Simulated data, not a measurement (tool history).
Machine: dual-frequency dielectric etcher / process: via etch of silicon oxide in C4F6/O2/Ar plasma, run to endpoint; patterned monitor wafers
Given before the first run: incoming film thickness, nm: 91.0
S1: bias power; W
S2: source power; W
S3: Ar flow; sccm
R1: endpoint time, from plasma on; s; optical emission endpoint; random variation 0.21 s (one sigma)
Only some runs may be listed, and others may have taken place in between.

run 1 hour=0.0 | S1=497 S2=410 S3=308 | R1=23.841
run 2 hour=8.0 | S1=497 S2=360 S3=308 | R1=24.537
run 3 hour=15.0 | S1=497 S2=360 S3=260 | R1=24.170
run 4 hour=19.8 | S1=487 S2=360 S3=261 | R1=24.386
run 5 hour=26.6 | S1=538 S2=360 S3=261 | R1=24.006
run 6 hour=31.7 | S1=600 S2=360 S3=261 | R1=23.241
run 7 hour=34.3 | S1=586 S2=350 S3=263 | R1=23.209
run 8 hour=37.1 | S1=568 S2=340 S3=265 | R1=24.142
run 9 hour=38.5 | S1=559 S2=330 S3=266 | R1=24.301

The next listed run, before its measurement:
run 10 hour=46.9 | S1=550 S2=320 S3=267 | R1=?

For run 10 the tool returned R1 24.789 s.
